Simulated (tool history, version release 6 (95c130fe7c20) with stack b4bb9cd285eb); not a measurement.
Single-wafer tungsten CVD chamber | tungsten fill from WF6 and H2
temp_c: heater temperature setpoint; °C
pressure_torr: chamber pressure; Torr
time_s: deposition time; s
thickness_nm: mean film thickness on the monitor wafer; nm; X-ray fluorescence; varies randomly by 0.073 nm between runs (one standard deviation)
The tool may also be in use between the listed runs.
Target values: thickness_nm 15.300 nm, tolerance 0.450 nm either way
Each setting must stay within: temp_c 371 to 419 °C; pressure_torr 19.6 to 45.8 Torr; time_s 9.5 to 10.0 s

Run 1, day 0.000: temp_c 395 °C, pressure_torr 32.7 Torr, time_s 10.0 s. Result: thickness_nm 24.105 nm.
Run 2, day 0.112: temp_c 401 °C, pressure_torr 32.7 Torr, time_s 10.0 s. Result: thickness_nm 27.305 nm.
Run 3, day 0.400: temp_c 411 °C, pressure_torr 32.7 Torr, time_s 10.0 s. Result: thickness_nm 33.047 nm.
Run 4, day 0.517: temp_c 411 °C, pressure_torr 36.3 Torr, time_s 10.0 s. Result: thickness_nm 34.417 nm.
Run 5, day 0.583: temp_c 404 °C, pressure_torr 35.4 Torr, time_s 10.0 s. Result: thickness_nm 30.132 nm.
Run 6, day 0.804: temp_c 404 °C, pressure_torr 35.4 Torr, time_s 9.5 s. Result: thickness_nm 28.329 nm.
Run 7, day 0.875: temp_c 398 °C, pressure_torr 35.0 Torr, time_s 9.5 s. Result: thickness_nm 24.916 nm.
Run 8, day 1.000: temp_c 394 °C, pressure_torr 34.7 Torr, time_s 9.5 s. Result: thickness_nm 22.826 nm.
Run 9, day 1.225: temp_c 391 °C, pressure_torr 34.5 Torr, time_s 9.5 s. Result: thickness_nm 21.330 nm.
Run 10, day 1.254: temp_c 379 °C, pressure_torr 33.5 Torr, time_s 9.5 s. Result: thickness_nm 16.031 nm.

Of the 4 settings listed for the next run, only one would bring every result within its allowed miss of target. Which one?
Run A, day 1.283: temp_c 380 °C, pressure_torr 30.8 Torr, time_s 10.0 s. Result: thickness_nm ?.
Run B, day 1.283: temp_c 379 °C, pressure_torr 25.3 Torr, time_s 10.0 s. Result: thickness_nm ?.
Run C, day 1.283: temp_c 375 °C, pressure_torr 32.4 Torr, time_s 9.5 s. Result: thickness_nm ?.
Run D, day 1.283: temp_c 374 °C, pressure_torr 31.8 Torr, time_s 9.6 s. Result: thickness_nm ?.

move  thickness_nm
   A        16.836
   B        15.233
   C        14.498
   D        14.200
A: further off than the last run
B: every result lands within tolerance
C: carries the result that was furthest off beyond its target, to the other side
D: carries the result that was furthest off beyond its target, to the other side
The move that meets every target is B.
